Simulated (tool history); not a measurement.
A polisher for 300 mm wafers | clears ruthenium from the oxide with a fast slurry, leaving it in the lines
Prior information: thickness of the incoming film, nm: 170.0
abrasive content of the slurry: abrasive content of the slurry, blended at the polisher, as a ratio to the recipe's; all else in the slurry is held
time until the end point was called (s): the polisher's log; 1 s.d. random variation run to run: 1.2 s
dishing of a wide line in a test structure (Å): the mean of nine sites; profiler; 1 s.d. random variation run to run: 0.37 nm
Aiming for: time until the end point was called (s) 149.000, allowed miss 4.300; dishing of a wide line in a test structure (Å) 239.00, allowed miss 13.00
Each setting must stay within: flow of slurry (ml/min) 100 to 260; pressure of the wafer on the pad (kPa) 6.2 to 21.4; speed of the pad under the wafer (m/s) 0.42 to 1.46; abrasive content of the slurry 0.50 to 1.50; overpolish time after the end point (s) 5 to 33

run	hour	flow of slurry (ml/min)	pressure of the wafer on the pad (kPa)	speed of the pad under the wafer (m/s)	abrasive content of the slurry	overpolish time after the end point (s)	time until the end point was called (s)	dishing of a wide line in a test structure (Å)
1	0.0	165	13.8	0.94	1.00	17	66.320	321.66
2	7.8	160	11.7	0.88	1.00	19	81.471	307.95
3	13.6	160	14.5	0.88	1.00	19	67.982	348.83
4	22.1	130	14.5	0.88	1.00	19	68.641	336.35
5	24.3	115	14.5	0.88	1.00	19	70.464	338.80
6	28.9	115	14.5	0.66	1.00	19	92.435	265.70
7	29.8	115	13.1	0.66	1.00	20	100.130	268.18
8	37.8	115	11.7	0.66	1.00	21	112.280	242.19
9	40.2	115	11.0	0.66	1.00	22	120.070	239.97
10	45.7	115	10.3	0.66	1.00	23	125.250	236.92
11	50.3	115	9.7	0.66	1.00	24	135.950	234.32
12	51.9	115	9.7	0.66	1.00	25	134.250	245.25

5 next moves are on the table. One of them brings every result within its allowed miss. Which?
A	53.5	135	9.0	0.70	0.85	32	?	?
B	53.5	215	6.9	0.88	0.80	31	?	?
C	53.5	145	12.4	0.48	0.90	32	?	?
D	53.5	150	10.3	0.56	1.10	25	?	?
E	53.5	115	11.0	0.60	0.80	27	?	?

move	time until the end point was called (s)	dishing of a wide line in a test structure (Å)
A	147.170	280.68
B	147.920	271.98
C	148.990	277.75
D	135.790	243.12
E	149.570	238.97
A: the worst result of the last run now meets its target, but another is out of spec
B: the worst result of the last run now meets its target, but another is out of spec
C: the worst result of the last run now meets its target, but another is out of spec
D: gains on the last run, yet a result remains outside its allowed miss
E: each result inside its tolerance
So the answer is move E, the one that meets all the targets.
